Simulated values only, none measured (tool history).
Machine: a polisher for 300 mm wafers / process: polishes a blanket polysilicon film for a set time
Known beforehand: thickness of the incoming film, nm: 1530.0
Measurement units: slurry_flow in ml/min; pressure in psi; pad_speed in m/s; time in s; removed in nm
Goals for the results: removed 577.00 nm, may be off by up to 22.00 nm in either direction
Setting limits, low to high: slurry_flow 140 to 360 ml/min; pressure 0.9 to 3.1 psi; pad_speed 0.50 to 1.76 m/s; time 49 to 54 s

run,hour,slurry_flow,pressure,pad_speed,time,removed
1,0.0,230,2.0,1.12,54,357.30
2,6.5,230,2.1,1.12,54,370.63
3,12.5,230,2.2,1.12,54,385.79
4,17.3,230,1.9,1.12,54,347.00
5,26.1,275,1.9,1.12,54,348.46
6,33.4,275,1.9,1.28,54,372.23
7,34.5,280,2.5,1.32,54,493.50
8,41.7,280,2.5,1.32,54,500.96
9,45.7,280,2.7,1.32,54,537.33

4 candidate next runs follow, results not yet known. Just one meets every target within its allowed miss. Identify it.
A,49.7,275,2.5,1.56,54,?
B,49.7,280,2.9,1.32,49,?
C,49.7,305,3.0,1.16,49,?
D,49.7,255,3.1,1.32,54,?

move,removed
A,562.81
B,524.54
C,500.15
D,611.12
A: in spec on every target
B: lands further from the targets than the last run did
C: lands further from the targets than the last run did
D: the result that was furthest off in the last run now lies on the other side of its target
The move that meets every target is A.

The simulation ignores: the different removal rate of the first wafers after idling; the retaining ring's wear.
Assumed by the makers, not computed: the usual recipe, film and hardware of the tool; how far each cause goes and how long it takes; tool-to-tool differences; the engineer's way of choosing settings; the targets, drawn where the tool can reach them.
